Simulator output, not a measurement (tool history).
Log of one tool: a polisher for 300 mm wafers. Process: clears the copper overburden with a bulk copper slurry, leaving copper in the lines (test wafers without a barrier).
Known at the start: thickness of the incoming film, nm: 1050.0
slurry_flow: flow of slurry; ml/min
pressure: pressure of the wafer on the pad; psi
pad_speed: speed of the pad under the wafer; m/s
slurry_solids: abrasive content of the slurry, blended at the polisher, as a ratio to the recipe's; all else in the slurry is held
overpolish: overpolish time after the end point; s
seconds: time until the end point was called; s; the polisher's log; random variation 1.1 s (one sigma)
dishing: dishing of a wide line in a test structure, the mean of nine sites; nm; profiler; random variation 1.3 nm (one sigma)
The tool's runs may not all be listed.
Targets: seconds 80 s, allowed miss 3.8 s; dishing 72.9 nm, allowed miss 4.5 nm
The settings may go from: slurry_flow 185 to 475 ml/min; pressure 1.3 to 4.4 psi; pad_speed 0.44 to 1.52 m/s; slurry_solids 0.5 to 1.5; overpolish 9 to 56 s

Run 1, hour 0: slurry_flow 305 ml/min, pressure 2.8 psi, pad_speed 0.98 m/s, slurry_solids 1, overpolish 29 s. Result: seconds 115.32 s, dishing 74.676 nm.
Run 2, hour 6.8: slurry_flow 305 ml/min, pressure 3 psi, pad_speed 1.02 m/s, slurry_solids 1, overpolish 24 s. Result: seconds 105.45 s, dishing 75.346 nm.
Run 3, hour 8.7: slurry_flow 305 ml/min, pressure 2.7 psi, pad_speed 1.02 m/s, slurry_solids 1, overpolish 24 s. Result: seconds 113.34 s, dishing 73.402 nm.
Run 4, hour 12.8: slurry_flow 310 ml/min, pressure 2.8 psi, pad_speed 1.06 m/s, slurry_solids 1, overpolish 20 s. Result: seconds 109.55 s, dishing 69.665 nm.
Run 5, hour 17.9: slurry_flow 255 ml/min, pressure 2.8 psi, pad_speed 1.06 m/s, slurry_solids 1, overpolish 20 s. Result: seconds 111.44 s, dishing 69.347 nm.
Run 6, hour 24.1: slurry_flow 255 ml/min, pressure 3 psi, pad_speed 1.08 m/s, slurry_solids 1, overpolish 18 s. Result: seconds 102.78 s, dishing 70.144 nm.
Run 7, hour 30: slurry_flow 255 ml/min, pressure 3.2 psi, pad_speed 1.1 m/s, slurry_solids 1, overpolish 16 s. Result: seconds 98.091 s, dishing 68.787 nm.
Run 8, hour 33.9: slurry_flow 255 ml/min, pressure 3.4 psi, pad_speed 1.1 m/s, slurry_solids 1, overpolish 16 s. Result: seconds 96.044 s, dishing 71.92 nm.
Run 9, hour 37: slurry_flow 255 ml/min, pressure 3.5 psi, pad_speed 1.12 m/s, slurry_solids 1, overpolish 15 s. Result: seconds 91.337 s, dishing 70.904 nm.
Run 10, hour 42.2: slurry_flow 255 ml/min, pressure 3.6 psi, pad_speed 1.12 m/s, slurry_solids 1, overpolish 14 s. Result: seconds 88.421 s, dishing 67.815 nm.
Run 11, hour 51.2: slurry_flow 255 ml/min, pressure 3.7 psi, pad_speed 1.12 m/s, slurry_solids 1, overpolish 16 s. Result: seconds 87.293 s, dishing 73.41 nm.
Run 12, hour 56.2: slurry_flow 255 ml/min, pressure 3.8 psi, pad_speed 1.12 m/s, slurry_solids 1, overpolish 15 s. Result: seconds 86.125 s, dishing 72.468 nm.

Which of these 5 next moves meets every target?
Run A, hour 61.2: slurry_flow 205 ml/min, pressure 4 psi, pad_speed 1.28 m/s, slurry_solids 1.3, overpolish 47 s. Result: seconds ?, dishing ?.
Run B, hour 61.2: slurry_flow 280 ml/min, pressure 3.8 psi, pad_speed 1.06 m/s, slurry_solids 1, overpolish 17 s. Result: seconds ?, dishing ?.
Run C, hour 61.2: slurry_flow 220 ml/min, pressure 3.4 psi, pad_speed 1.32 m/s, slurry_solids 1.1, overpolish 14 s. Result: seconds ?, dishing ?.
Run D, hour 61.2: slurry_flow 305 ml/min, pressure 4 psi, pad_speed 0.9 m/s, slurry_solids 1.15, overpolish 17 s. Result: seconds ?, dishing ?.
Run E, hour 61.2: slurry_flow 240 ml/min, pressure 3.7 psi, pad_speed 1.04 m/s, slurry_solids 0.8, overpolish 20 s. Result: seconds ?, dishing ?.

move  seconds  dishing
   A   71.052   86.566
   B    88.29   74.959
   C   79.607   71.908
   D   94.721   73.736
   E   98.131   75.954
A: takes the result that was furthest off past its target
B: further off than the last run
C: meets every target
D: further off than the last run
E: further off than the last run
Move C is the one to make.
